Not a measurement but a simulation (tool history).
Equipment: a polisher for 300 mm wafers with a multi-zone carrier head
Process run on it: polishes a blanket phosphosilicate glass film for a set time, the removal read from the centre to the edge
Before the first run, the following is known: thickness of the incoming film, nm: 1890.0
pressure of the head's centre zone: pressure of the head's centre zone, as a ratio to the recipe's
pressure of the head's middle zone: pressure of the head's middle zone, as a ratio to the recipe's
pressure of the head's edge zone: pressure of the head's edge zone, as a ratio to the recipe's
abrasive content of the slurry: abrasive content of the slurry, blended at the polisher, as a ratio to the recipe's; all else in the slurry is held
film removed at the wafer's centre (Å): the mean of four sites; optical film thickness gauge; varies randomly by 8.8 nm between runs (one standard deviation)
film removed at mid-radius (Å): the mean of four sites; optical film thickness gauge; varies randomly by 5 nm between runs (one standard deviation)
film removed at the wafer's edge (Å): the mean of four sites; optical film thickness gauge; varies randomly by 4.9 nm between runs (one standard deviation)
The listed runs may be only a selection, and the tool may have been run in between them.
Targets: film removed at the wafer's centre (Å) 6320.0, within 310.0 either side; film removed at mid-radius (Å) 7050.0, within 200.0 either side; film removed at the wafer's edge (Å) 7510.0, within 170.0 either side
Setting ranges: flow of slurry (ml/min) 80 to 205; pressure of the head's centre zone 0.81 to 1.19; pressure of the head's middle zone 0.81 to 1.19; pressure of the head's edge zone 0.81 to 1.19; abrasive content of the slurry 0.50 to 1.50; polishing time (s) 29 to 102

run  hour  flow of slurry (ml/min)  pressure of the head's centre zone  pressure of the head's middle zone  pressure of the head's edge zone  abrasive content of the slurry  polishing time (s)  film removed at the wafer's centre (Å)  film removed at mid-radius (Å)  film removed at the wafer's edge (Å)
  1   0.0                      135                                1.00                                1.00                              1.00                            1.00                  65                                  6821.2                          6986.3                                6858.6
  2   2.0                      160                                1.00                                1.00                              1.00                            1.00                  65                                  7331.4                          7173.5                                7076.5
  3   5.8                      160                                1.00                                1.00                              1.00                            1.00                  75                                  8419.3                          8188.4                                8099.4
  4  12.4                      160                                1.00                                1.00                              1.08                            1.00                  75                                  8480.3                          8185.2                                8393.3
  5  13.4                      185                                1.00                                1.00                              1.08                            1.00                  75                                  8965.3                          8433.0                                8666.2
  6  17.3                      175                                0.99                                0.99                              1.07                            1.00                  75                                  8688.9                          8277.7                                8485.6
  7  18.1                      170                                0.98                                0.98                              1.07                            1.00                  75                                  8558.5                          8262.8                                8408.8
  8  19.5                      160                                0.97                                0.97                              1.08                            1.00                  75                                  8035.1                          8100.2                                8429.6
     22.8  -- worn pad replaced by a new one
  9  22.8                      125                                0.93                                0.93                              0.98                            0.95                  75                                  8021.4                          8014.5                                8439.1
 10  31.1                      120                                0.93                                0.93                              0.99                            0.90                  75                                  7474.2                          7747.6                                8310.3
 11  33.1                      115                                0.94                                0.94                              0.99                            0.90                  75                                  7734.3                          7686.8                                8202.0
 12  42.0                       85                                0.84                                0.91                              0.90                            0.85                  75                                  5885.3                          6643.9                                7100.3
 13  45.1                       85                                0.84                                0.91                              0.90                            0.85                  75                                  5950.6                          6619.1                                7110.5
 14  47.3                       90                                0.84                                0.91                              0.90                            0.85                  75                                  6033.7                          6799.5                                7212.2
 15  51.4                       90                                0.84                                0.91                              0.90                            0.85                  75                                  6085.5                          6770.9                                7217.7

Below are 4 possible settings for the next run. Only one of them brings all results inside the allowed miss of their targets. Which is it?
  A  55.5                      105                                0.85                                0.90                              0.86                            0.75                  75                                       ?                               ?                                     ?
  B  55.5                      105                                0.83                                0.91                              0.87                            0.90                  70                                       ?                               ?                                     ?
  C  55.5                       85                                0.84                                0.92                              0.91                            0.65                  87                                       ?                               ?                                     ?
  D  55.5                       90                                0.81                                0.89                              0.85                            0.70                  82                                       ?                               ?                                     ?

move  film removed at the wafer's centre (Å)  film removed at mid-radius (Å)  film removed at the wafer's edge (Å)
   A                                  6219.4                          6792.7                                7039.9
   B                                  6084.1                          6869.4                                7089.6
   C                                  6170.3                          7030.9                                7526.8
   D                                  5926.4                          6792.3                                7191.7
A: misses by more than the last run did
B: misses by more than the last run did
C: each result inside its tolerance
D: misses by more than the last run did
Correct choice: C, which meets every target
